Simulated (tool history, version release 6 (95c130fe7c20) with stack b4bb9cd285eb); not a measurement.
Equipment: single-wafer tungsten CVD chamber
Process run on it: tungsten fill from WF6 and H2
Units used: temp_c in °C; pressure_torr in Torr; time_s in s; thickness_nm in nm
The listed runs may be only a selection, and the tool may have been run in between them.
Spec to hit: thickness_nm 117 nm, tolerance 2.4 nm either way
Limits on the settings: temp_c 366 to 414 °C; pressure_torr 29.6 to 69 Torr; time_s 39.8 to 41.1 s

run,hour,temp_c,pressure_torr,time_s,thickness_nm
1,0,390,49.3,39.8,136.58
2,4,390,49.3,39.8,136.55
3,8.2,399,49.3,39.8,161.6
4,12.3,399,54.6,39.8,170.34
5,18.1,393,54.3,39.8,150.28
6,26.6,389,54.1,39.8,140.82
7,32.6,386,54,39.8,132.94
8,39.2,378,53.6,39.8,113.91

Pick the move, out of 4, that brings all results within their allowed miss; only one does.
A,45.8,382,49.7,39.8,?
B,45.8,376,53.4,41.1,?
C,45.8,377,48.8,39.8,?
D,45.8,378,52.3,39.8,?

move,thickness_nm
A,118.04
B,112.24
C,106.2
D,111.94
A: each result inside its tolerance
B: the biggest miss grows against the last run
C: the biggest miss grows against the last run
D: the biggest miss grows against the last run
Move A is the one to make.
